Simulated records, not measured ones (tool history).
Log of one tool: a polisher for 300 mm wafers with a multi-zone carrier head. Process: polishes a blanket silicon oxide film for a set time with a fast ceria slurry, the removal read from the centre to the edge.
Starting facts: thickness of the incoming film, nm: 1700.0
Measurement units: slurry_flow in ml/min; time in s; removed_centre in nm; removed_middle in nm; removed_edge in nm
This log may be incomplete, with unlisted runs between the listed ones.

run,hour,slurry_flow,centre_zone,middle_zone,edge_zone,time,removed_centre,removed_middle,removed_edge
1,0.0,300,1.00,1.00,1.00,28,511.83,481.94,517.75
2,6.1,300,1.00,0.96,1.00,28,510.01,489.38,524.29
3,12.9,305,1.00,0.99,0.97,28,506.51,501.87,520.41
4,20.1,300,1.02,1.00,0.95,27,497.62,482.30,484.27
5,22.2,300,0.97,1.00,0.95,27,471.85,484.98,493.86
6,29.2,300,0.99,1.01,0.93,27,486.19,487.68,475.02
7,36.8,290,1.02,1.05,0.83,26,478.88,484.45,439.23
8,45.5,295,1.03,1.05,0.83,26,484.28,479.41,455.12
9,51.2,295,1.03,1.05,0.83,26,484.13,474.93,442.01
10,55.7,295,1.04,1.06,0.83,26,487.31,493.06,446.64
11,57.1,295,1.05,1.06,0.83,26,492.78,482.46,451.46
12,64.8,290,1.06,1.08,0.83,26,500.52,482.40,439.66
13,73.0,285,1.06,1.09,0.83,26,494.94,486.54,446.26
14,73.9,290,1.07,1.10,0.83,26,504.00,491.35,444.89

What does the tool deliver on the next run?
15,79.5,290,1.07,1.10,0.83,26,?,?,?

{"run 15": {"removed_centre": 502.48, "removed_middle": 507.66, "removed_edge": 447.12}}

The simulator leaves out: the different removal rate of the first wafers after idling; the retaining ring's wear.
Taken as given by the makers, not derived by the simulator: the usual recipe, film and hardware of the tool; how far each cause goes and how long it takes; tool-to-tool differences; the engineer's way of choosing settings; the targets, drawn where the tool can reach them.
